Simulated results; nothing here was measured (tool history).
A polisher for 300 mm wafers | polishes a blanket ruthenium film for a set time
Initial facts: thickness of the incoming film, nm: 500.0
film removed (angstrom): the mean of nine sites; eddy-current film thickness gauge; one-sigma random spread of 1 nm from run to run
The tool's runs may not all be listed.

run  hour  flow of slurry (ml/min)  pressure of the wafer on the pad (kPa)  speed of the pad under the wafer (m/s)  polishing time (s)  film removed (angstrom)
  1   0.0                      170                                    18.6                                    1.22                 100                   2057.3
  2   3.3                      170                                    18.6                                    0.92                 100                   1575.5
  3   5.5                      165                                    18.6                                    0.92                 100                   1545.4
  4  10.9                      165                                    18.6                                    0.66                 100                   1137.7
  5  15.0                      165                                    18.6                                    0.66                 100                   1148.5
  6  22.9                      180                                    19.3                                    0.66                 100                   1183.5

Run 7 is up next; what results do you expect?
  7  31.9                      180                                    20.7                                    0.66                 100                        ?

{"run 7": {"film removed (angstrom)": 1282.0}}
